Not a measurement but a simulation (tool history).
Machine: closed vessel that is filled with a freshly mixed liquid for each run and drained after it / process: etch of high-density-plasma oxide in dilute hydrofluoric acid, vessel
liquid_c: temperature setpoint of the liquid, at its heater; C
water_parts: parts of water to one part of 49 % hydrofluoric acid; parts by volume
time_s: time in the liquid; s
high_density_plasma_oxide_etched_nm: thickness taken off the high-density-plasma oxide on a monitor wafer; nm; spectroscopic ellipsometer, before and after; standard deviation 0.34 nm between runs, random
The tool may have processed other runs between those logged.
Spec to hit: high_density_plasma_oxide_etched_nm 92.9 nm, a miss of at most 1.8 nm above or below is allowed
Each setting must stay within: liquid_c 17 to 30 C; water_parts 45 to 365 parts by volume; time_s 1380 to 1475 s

run,hour,liquid_c,water_parts,time_s,high_density_plasma_oxide_etched_nm
1,0,22,205,1380,32.387
2,3.7,22,260,1380,24.253
3,9.2,22,200,1380,33.475
4,18.6,23.5,200,1380,35.555
5,20,24.5,180,1380,41.707
6,25.9,24.5,230,1380,30.862
7,30.9,25.5,205,1380,37
8,36.7,26,185,1380,43.005
9,39.8,26.5,170,1380,48.445
10,44.1,27,155,1380,54.827
11,47.2,27.5,145,1380,60.623

Below are 4 possible settings for the next run. Only one of them brings all results inside the allowed miss of their targets. Which is it?
A,50.3,30,120,1475,?
B,50.3,30,115,1400,?
C,50.3,30,115,1475,?
D,50.3,27,110,1475,?

move,high_density_plasma_oxide_etched_nm
A,88.116
B,87.874
C,92.582
D,87.04
A: an improvement on the last run, though not all results are within tolerance
B: an improvement on the last run, though not all results are within tolerance
C: in spec on every target
D: an improvement on the last run, though not all results are within tolerance
Go with C: it meets all targets.
